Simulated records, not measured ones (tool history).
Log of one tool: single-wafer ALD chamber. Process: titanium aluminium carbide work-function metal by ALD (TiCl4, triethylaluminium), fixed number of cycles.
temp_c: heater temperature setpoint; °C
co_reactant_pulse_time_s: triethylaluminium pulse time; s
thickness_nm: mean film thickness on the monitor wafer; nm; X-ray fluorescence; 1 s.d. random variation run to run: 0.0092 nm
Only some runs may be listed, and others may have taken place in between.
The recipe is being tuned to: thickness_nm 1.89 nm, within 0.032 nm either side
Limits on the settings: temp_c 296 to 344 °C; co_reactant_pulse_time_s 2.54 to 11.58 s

run	hour	temp_c	co_reactant_pulse_time_s	thickness_nm
1	0	320	7.06	2.1095
2	4.1	315	6.76	2.0625
3	5.4	325	6.76	2.1348
4	7	319	6.76	2.074
5	10.5	315	6.53	2.0415
6	13.4	312	6.25	2.0138
7	20.5	309	5.93	1.9803
8	24.6	307	5.69	1.9383
9	30.8	306	5.61	1.9308

Pick the move, out of 4, that brings all results within their allowed miss; only one does.
A	37	306	6.5	?
B	37	302	5.38	?
C	37	319	5.41	?
D	37	301	6.59	?

move	thickness_nm
A	1.9786
B	1.874
C	1.9972
D	1.947
A: further off than the last run
B: all results in spec
C: further off than the last run
D: further off than the last run
Answer: B
